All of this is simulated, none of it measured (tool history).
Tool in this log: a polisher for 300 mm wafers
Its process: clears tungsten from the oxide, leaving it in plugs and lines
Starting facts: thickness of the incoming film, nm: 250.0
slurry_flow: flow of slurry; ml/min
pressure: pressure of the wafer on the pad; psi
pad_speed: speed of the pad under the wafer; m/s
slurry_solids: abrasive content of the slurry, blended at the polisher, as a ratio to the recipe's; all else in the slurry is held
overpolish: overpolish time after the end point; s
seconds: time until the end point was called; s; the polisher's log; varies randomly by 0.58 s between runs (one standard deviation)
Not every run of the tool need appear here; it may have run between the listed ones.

run 1 hour=0.0 | slurry_flow=245 pressure=3.7 pad_speed=1.36 slurry_solids=1.0 overpolish=37 | seconds=40.424
run 2 hour=1.2 | slurry_flow=245 pressure=3.4 pad_speed=1.36 slurry_solids=1.0 overpolish=37 | seconds=43.292
run 3 hour=6.9 | slurry_flow=245 pressure=3.0 pad_speed=1.36 slurry_solids=1.0 overpolish=37 | seconds=48.824
run 4 hour=14.8 | slurry_flow=245 pressure=3.0 pad_speed=1.36 slurry_solids=1.0 overpolish=37 | seconds=48.366
run 5 hour=20.6 | slurry_flow=245 pressure=3.0 pad_speed=1.36 slurry_solids=1.0 overpolish=39 | seconds=47.235
-- hour=24.5 worn pad replaced by a new one
run 6 hour=24.5 | slurry_flow=220 pressure=3.0 pad_speed=1.36 slurry_solids=1.0 overpolish=39 | seconds=44.471

Run 7 comes next. What will it give?
run 7 hour=29.7 | slurry_flow=235 pressure=3.0 pad_speed=1.36 slurry_solids=1.0 overpolish=39 | seconds=?

Run 7 came out at seconds 44.495 s.

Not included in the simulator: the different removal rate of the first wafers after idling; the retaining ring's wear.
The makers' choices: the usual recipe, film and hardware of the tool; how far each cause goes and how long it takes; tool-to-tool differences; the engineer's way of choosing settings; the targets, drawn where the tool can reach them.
